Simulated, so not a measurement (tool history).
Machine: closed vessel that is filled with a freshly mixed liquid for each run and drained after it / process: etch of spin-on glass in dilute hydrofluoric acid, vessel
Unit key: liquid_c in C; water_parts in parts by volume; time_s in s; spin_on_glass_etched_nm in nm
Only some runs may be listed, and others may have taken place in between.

Run 1, hour 0: liquid_c 22 C, water_parts 205 parts by volume, time_s 30 s. Result: spin_on_glass_etched_nm 6.8205 nm.
Run 2, hour 8: liquid_c 19.5 C, water_parts 205 parts by volume, time_s 30 s. Result: spin_on_glass_etched_nm 6.2629 nm.
Run 3, hour 13.8: liquid_c 19.5 C, water_parts 135 parts by volume, time_s 30 s. Result: spin_on_glass_etched_nm 10.212 nm.
Run 4, hour 14.7: liquid_c 19.5 C, water_parts 135 parts by volume, time_s 30 s. Result: spin_on_glass_etched_nm 10.111 nm.
Run 5, hour 20.4: liquid_c 21 C, water_parts 125 parts by volume, time_s 30 s. Result: spin_on_glass_etched_nm 11.69 nm.
Run 6, hour 21.5: liquid_c 21 C, water_parts 125 parts by volume, time_s 30 s. Result: spin_on_glass_etched_nm 11.909 nm.
Run 7, hour 30.1: liquid_c 22.5 C, water_parts 120 parts by volume, time_s 30 s. Result: spin_on_glass_etched_nm 13.01 nm.
Run 8, hour 33.8: liquid_c 23.5 C, water_parts 115 parts by volume, time_s 30 s. Result: spin_on_glass_etched_nm 14.5 nm.
Run 9, hour 38.6: liquid_c 24.5 C, water_parts 115 parts by volume, time_s 30 s. Result: spin_on_glass_etched_nm 15.038 nm.
Run 10, hour 45.2: liquid_c 25.5 C, water_parts 110 parts by volume, time_s 30 s. Result: spin_on_glass_etched_nm 16.159 nm.
Run 11, hour 52.1: liquid_c 26 C, water_parts 105 parts by volume, time_s 30 s. Result: spin_on_glass_etched_nm 17.516 nm.
Run 12, hour 54.2: liquid_c 26.5 C, water_parts 105 parts by volume, time_s 30 s. Result: spin_on_glass_etched_nm 17.933 nm.
Run 13, hour 55.8: liquid_c 27 C, water_parts 105 parts by volume, time_s 30 s. Result: spin_on_glass_etched_nm 18.129 nm.
Run 14, hour 63.2: liquid_c 27.5 C, water_parts 105 parts by volume, time_s 30 s. Result: spin_on_glass_etched_nm 18.731 nm.
Run 15, hour 67.9: liquid_c 28 C, water_parts 105 parts by volume, time_s 30 s. Result: spin_on_glass_etched_nm 18.855 nm.

What does the tool deliver on the next run?
Run 16, hour 70.7: liquid_c 28.5 C, water_parts 105 parts by volume, time_s 30 s. Result: spin_on_glass_etched_nm ?.

spin_on_glass_etched_nm: 19.464 nm
